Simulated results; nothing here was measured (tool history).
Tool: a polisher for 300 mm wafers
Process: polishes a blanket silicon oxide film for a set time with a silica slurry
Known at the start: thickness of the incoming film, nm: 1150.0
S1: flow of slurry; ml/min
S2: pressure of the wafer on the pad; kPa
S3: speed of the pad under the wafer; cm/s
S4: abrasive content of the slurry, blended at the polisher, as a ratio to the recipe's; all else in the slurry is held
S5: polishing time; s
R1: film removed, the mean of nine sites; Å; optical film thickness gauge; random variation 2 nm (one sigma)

run,hour,S1,S2,S3,S4,S5,R1
1,0.0,270,29.6,92,1.0,66,1583.6
2,1.8,270,29.6,102,1.0,66,1734.4
3,3.7,210,29.6,102,1.0,66,1692.5
4,6.1,215,31.0,102,1.0,66,1797.2
5,6.9,215,32.4,102,1.0,66,1868.4
6,15.7,215,32.4,102,1.0,69,1943.8
7,21.3,215,33.8,102,1.0,69,1998.8
8,27.0,215,35.2,102,1.0,69,2078.2
9,35.0,215,36.5,102,1.0,69,2163.9
10,36.9,215,37.2,102,1.0,69,2213.8
11,42.7,215,37.9,102,1.0,69,2238.4
12,45.3,215,38.6,102,1.0,69,2265.4
13,49.3,215,39.3,102,1.0,69,2300.1

The next listed run, before its measurement:
14,50.6,215,40.0,102,1.0,69,?

{"run 14": {"R1": 2359.0}}
